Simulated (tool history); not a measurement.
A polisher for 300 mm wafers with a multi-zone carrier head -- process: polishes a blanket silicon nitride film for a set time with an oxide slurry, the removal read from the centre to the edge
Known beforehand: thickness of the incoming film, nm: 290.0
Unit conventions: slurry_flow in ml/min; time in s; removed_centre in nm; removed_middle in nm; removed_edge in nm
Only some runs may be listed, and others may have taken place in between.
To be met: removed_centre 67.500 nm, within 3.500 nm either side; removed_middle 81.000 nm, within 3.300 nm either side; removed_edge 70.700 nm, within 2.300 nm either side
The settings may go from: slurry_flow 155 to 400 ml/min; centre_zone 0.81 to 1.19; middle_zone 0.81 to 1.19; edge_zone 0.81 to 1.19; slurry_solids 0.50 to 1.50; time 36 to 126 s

Run 1, hour 0.0: slurry_flow 255 ml/min, centre_zone 1.00, middle_zone 1.00, edge_zone 1.00, slurry_solids 1.00, time 81 s. Result: removed_centre 61.968 nm, removed_middle 58.846 nm, removed_edge 60.122 nm.
Run 2, hour 8.6: slurry_flow 255 ml/min, centre_zone 1.00, middle_zone 1.00, edge_zone 1.00, slurry_solids 1.00, time 97 s. Result: removed_centre 72.736 nm, removed_middle 72.349 nm, removed_edge 71.549 nm.
Run 3, hour 9.4: slurry_flow 225 ml/min, centre_zone 1.00, middle_zone 1.00, edge_zone 1.00, slurry_solids 1.00, time 97 s. Result: removed_centre 72.114 nm, removed_middle 70.805 nm, removed_edge 71.710 nm.
Run 4, hour 17.6: slurry_flow 225 ml/min, centre_zone 1.00, middle_zone 0.93, edge_zone 1.00, slurry_solids 1.00, time 97 s. Result: removed_centre 71.571 nm, removed_middle 65.878 nm, removed_edge 71.913 nm.
Run 5, hour 26.0: slurry_flow 285 ml/min, centre_zone 1.00, middle_zone 0.93, edge_zone 1.00, slurry_solids 1.00, time 97 s. Result: removed_centre 73.764 nm, removed_middle 68.128 nm, removed_edge 73.422 nm.
Run 6, hour 27.8: slurry_flow 285 ml/min, centre_zone 1.00, middle_zone 1.01, edge_zone 1.00, slurry_solids 1.00, time 97 s. Result: removed_centre 72.005 nm, removed_middle 72.973 nm, removed_edge 73.144 nm.
Run 7, hour 29.5: slurry_flow 285 ml/min, centre_zone 0.99, middle_zone 1.05, edge_zone 0.98, slurry_solids 1.00, time 97 s. Result: removed_centre 72.820 nm, removed_middle 75.958 nm, removed_edge 71.248 nm.
Run 8, hour 35.8: slurry_flow 285 ml/min, centre_zone 0.97, middle_zone 1.07, edge_zone 0.98, slurry_solids 1.00, time 97 s. Result: removed_centre 72.058 nm, removed_middle 76.893 nm, removed_edge 72.220 nm.
Run 9, hour 43.8: slurry_flow 285 ml/min, centre_zone 0.89, middle_zone 1.17, edge_zone 0.91, slurry_solids 0.95, time 97 s. Result: removed_centre 63.701 nm, removed_middle 80.185 nm, removed_edge 67.580 nm.

Which of these 5 next moves meets every target?
Run A, hour 51.8: slurry_flow 280 ml/min, centre_zone 0.88, middle_zone 1.19, edge_zone 0.89, slurry_solids 1.00, time 91 s. Result: removed_centre ?, removed_middle ?, removed_edge ?.
Run B, hour 51.8: slurry_flow 375 ml/min, centre_zone 0.81, middle_zone 1.10, edge_zone 1.15, slurry_solids 0.80, time 103 s. Result: removed_centre ?, removed_middle ?, removed_edge ?.
Run C, hour 51.8: slurry_flow 265 ml/min, centre_zone 0.81, middle_zone 1.18, edge_zone 0.93, slurry_solids 0.95, time 98 s. Result: removed_centre ?, removed_middle ?, removed_edge ?.
Run D, hour 51.8: slurry_flow 320 ml/min, centre_zone 0.90, middle_zone 1.12, edge_zone 0.92, slurry_solids 1.05, time 94 s. Result: removed_centre ?, removed_middle ?, removed_edge ?.
Run E, hour 51.8: slurry_flow 260 ml/min, centre_zone 0.89, middle_zone 1.19, edge_zone 0.88, slurry_solids 0.95, time 97 s. Result: removed_centre ?, removed_middle ?, removed_edge ?.

move  removed_centre  removed_middle  removed_edge
   A          61.094          78.876        63.655
   B          57.548          75.313        73.278
   C          58.430          81.510        67.709
   D          67.215          80.420        69.281
   E          63.441          81.054        65.214
A: further off than the last run
B: takes the biggest miss from the last run beyond its target
C: further off than the last run
D: hits every target within its allowed miss
E: further off than the last run
Go with D: it meets all targets.
